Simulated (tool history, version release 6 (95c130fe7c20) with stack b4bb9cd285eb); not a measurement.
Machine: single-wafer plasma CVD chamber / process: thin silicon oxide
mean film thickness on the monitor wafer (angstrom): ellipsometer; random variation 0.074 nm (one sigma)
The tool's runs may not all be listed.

run,day,heater temperature setpoint (deg C),chamber pressure (mTorr),RF power (W),deposition time (s),mean film thickness on the monitor wafer (angstrom)
1,0.000,405,1020,280,12.32,260.83
2,0.246,405,860,280,12.32,232.97
3,0.288,405,950,280,12.32,249.21
4,0.450,405,980,280,12.32,255.60
5,0.696,405,900,280,12.32,239.99
6,1.062,405,720,280,12.32,203.52

Estimate the outcome of run 7 from the log above:
7,1.362,405,720,280,12.32,?

mean film thickness on the monitor wafer (angstrom): 203.16

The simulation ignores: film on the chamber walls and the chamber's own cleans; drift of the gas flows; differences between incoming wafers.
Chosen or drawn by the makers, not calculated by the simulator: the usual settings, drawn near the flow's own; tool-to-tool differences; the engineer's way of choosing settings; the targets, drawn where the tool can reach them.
